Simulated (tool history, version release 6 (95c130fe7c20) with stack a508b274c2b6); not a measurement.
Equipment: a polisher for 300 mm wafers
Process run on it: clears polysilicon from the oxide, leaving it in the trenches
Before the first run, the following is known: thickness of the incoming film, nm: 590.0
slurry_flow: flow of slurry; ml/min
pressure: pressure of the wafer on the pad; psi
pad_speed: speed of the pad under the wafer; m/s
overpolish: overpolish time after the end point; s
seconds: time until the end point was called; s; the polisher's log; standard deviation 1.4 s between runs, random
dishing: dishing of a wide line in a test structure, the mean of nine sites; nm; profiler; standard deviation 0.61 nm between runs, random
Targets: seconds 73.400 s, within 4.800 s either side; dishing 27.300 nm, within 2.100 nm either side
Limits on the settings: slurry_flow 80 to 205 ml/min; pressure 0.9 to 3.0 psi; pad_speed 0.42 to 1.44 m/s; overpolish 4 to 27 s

run,hour,slurry_flow,pressure,pad_speed,overpolish,seconds,dishing
1,0.0,135,1.9,0.92,14,79.050,37.379
2,2.4,165,1.9,0.92,14,74.552,37.813
3,9.9,165,1.9,0.78,14,89.115,37.197
4,18.7,155,1.9,0.82,13,84.601,37.034
5,22.2,155,2.1,0.82,13,75.201,38.045
6,28.8,150,2.0,0.88,12,77.179,36.653
7,35.7,145,1.9,0.94,11,75.669,34.790
8,44.0,145,1.9,0.96,10,73.075,34.901
9,47.9,140,1.8,1.00,9,75.501,32.648
10,55.5,140,1.8,1.02,8,74.869,32.258
11,60.1,145,1.9,0.98,4,72.728,22.001

Next run, 4 choices. One meets every target within its allowed miss, the rest don't. Which?
A,64.7,115,2.1,1.00,4,?,?
B,64.7,195,1.9,0.92,6,?,?
C,64.7,180,2.2,0.82,4,?,?
D,64.7,155,1.8,1.02,9,?,?

move,seconds,dishing
A,66.542,22.430
B,71.190,27.661
C,71.750,21.306
D,69.480,34.076
A: nearer the targets than the last run, but a result is still out of spec
B: meets every target
C: further off than the last run
D: moves the result that the last run missed by most past its target, out the other side
Correct choice: B, which meets every target

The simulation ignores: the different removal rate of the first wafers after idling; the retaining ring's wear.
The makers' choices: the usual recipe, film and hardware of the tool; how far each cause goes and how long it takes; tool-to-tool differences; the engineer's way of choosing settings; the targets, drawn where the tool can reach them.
